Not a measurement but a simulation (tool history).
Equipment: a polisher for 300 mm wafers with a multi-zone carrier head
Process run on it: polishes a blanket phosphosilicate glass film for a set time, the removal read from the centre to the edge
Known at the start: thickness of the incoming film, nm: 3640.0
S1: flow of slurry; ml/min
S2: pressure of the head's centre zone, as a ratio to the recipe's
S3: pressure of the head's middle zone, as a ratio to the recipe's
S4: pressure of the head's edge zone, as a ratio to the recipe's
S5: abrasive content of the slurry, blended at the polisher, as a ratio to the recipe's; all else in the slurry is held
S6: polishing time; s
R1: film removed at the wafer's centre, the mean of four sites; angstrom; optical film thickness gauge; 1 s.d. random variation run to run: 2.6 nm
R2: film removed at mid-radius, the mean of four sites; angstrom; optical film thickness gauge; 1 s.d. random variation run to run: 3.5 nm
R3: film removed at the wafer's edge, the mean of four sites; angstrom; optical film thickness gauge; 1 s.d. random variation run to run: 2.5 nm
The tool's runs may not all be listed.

| run | day | S1 | S2 | S3 | S4 | S5 | S6 | R1 | R2 | R3 |
|---|---|---|---|---|---|---|---|---|---|---|
| 1 | 0.000 | 250 | 1.00 | 1.00 | 1.00 | 1.0 | 71 | 4256.3 | 4088.4 | 4067.1 |
| 2 | 0.025 | 250 | 1.07 | 1.00 | 1.00 | 1.0 | 71 | 4495.9 | 4073.2 | 4138.2 |
| 3 | 0.379 | 235 | 1.00 | 1.01 | 1.01 | 1.0 | 71 | 4235.9 | 4140.2 | 4165.0 |
| 4 | 0.538 | 195 | 1.00 | 1.01 | 1.01 | 1.0 | 71 | 4142.7 | 4067.3 | 4045.2 |
| 5 | 0.571 | 190 | 0.96 | 1.02 | 1.01 | 1.0 | 71 | 3994.5 | 3950.4 | 4013.2 |
| 6 | 0.671 | 185 | 0.92 | 1.06 | 1.01 | 1.0 | 71 | 3825.1 | 4196.8 | 4053.0 |
| 7 | 0.867 | 180 | 0.90 | 1.06 | 1.00 | 1.0 | 71 | 3763.1 | 4168.1 | 3970.6 |

Run 8 is up next; what results do you expect?
| 8 | 1.046 | 175 | 0.88 | 1.06 | 1.00 | 1.0 | 71 | ? | ? | ? |

{"run 8": {"R1": 3669.8, "R2": 4121.6, "R3": 3971.7}}

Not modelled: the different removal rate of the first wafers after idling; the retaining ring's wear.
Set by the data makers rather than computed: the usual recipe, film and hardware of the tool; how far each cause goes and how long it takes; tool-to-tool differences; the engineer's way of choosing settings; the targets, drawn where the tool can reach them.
